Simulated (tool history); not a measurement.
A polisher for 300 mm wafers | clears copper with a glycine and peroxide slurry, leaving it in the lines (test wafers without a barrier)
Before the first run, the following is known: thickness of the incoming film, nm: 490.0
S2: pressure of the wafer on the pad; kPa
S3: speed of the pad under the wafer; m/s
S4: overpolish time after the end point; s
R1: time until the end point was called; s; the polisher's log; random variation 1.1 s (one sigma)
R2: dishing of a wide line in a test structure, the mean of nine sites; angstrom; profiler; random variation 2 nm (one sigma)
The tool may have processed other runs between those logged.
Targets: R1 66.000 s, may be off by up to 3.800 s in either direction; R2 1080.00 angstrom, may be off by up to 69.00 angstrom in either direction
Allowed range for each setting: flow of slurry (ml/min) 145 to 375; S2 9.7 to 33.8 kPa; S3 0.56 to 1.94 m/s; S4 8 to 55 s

Run 1, hour 0.0: flow of slurry (ml/min) 240, S2 21.4 kPa, S3 1.24 m/s, S4 28 s. Result: R1 81.149 s, R2 882.72 angstrom.
Run 2, hour 4.0: flow of slurry (ml/min) 240, S2 21.4 kPa, S3 1.12 m/s, S4 28 s. Result: R1 87.370 s, R2 826.69 angstrom.
Run 3, hour 5.2: flow of slurry (ml/min) 240, S2 22.8 kPa, S3 1.14 m/s, S4 29 s. Result: R1 80.871 s, R2 876.77 angstrom.
Run 4, hour 11.2: flow of slurry (ml/min) 240, S2 23.4 kPa, S3 1.16 m/s, S4 30 s. Result: R1 78.824 s, R2 931.23 angstrom.
Run 5, hour 17.4: flow of slurry (ml/min) 240, S2 23.4 kPa, S3 1.16 m/s, S4 40 s. Result: R1 81.281 s, R2 1096.80 angstrom.
Run 6, hour 21.9: flow of slurry (ml/min) 240, S2 24.1 kPa, S3 1.16 m/s, S4 38 s. Result: R1 77.358 s, R2 1044.50 angstrom.
Run 7, hour 26.6: flow of slurry (ml/min) 240, S2 24.8 kPa, S3 1.16 m/s, S4 37 s. Result: R1 73.277 s, R2 1066.60 angstrom.
Run 8, hour 27.5: flow of slurry (ml/min) 240, S2 25.5 kPa, S3 1.16 m/s, S4 36 s. Result: R1 74.449 s, R2 1065.20 angstrom.
Run 9, hour 29.2: flow of slurry (ml/min) 240, S2 25.5 kPa, S3 1.16 m/s, S4 36 s. Result: R1 74.481 s, R2 1084.70 angstrom.

Which one of the following 5 next-run settings gets every result inside its allowed miss? There is exactly one.
Run A, hour 30.9: flow of slurry (ml/min) 220, S2 22.8 kPa, S3 1.12 m/s, S4 49 s. Result: R1 ?, R2 ?.
Run B, hour 30.9: flow of slurry (ml/min) 185, S2 30.3 kPa, S3 1.12 m/s, S4 32 s. Result: R1 ?, R2 ?.
Run C, hour 30.9: flow of slurry (ml/min) 255, S2 25.5 kPa, S3 1.12 m/s, S4 36 s. Result: R1 ?, R2 ?.
Run D, hour 30.9: flow of slurry (ml/min) 260, S2 22.8 kPa, S3 1.18 m/s, S4 39 s. Result: R1 ?, R2 ?.
Run E, hour 30.9: flow of slurry (ml/min) 255, S2 30.3 kPa, S3 1.24 m/s, S4 36 s. Result: R1 ?, R2 ?.

move      R1       R2
   A  82.874  1146.10
   B  65.108  1112.80
   C  74.279  1075.90
   D  79.012  1061.80
   E  59.150  1219.00
A: moves away from the targets compared with the last run
B: meets every target
C: roughly where the last run was
D: moves away from the targets compared with the last run
E: takes the result that was furthest off past its target
The right move is B.
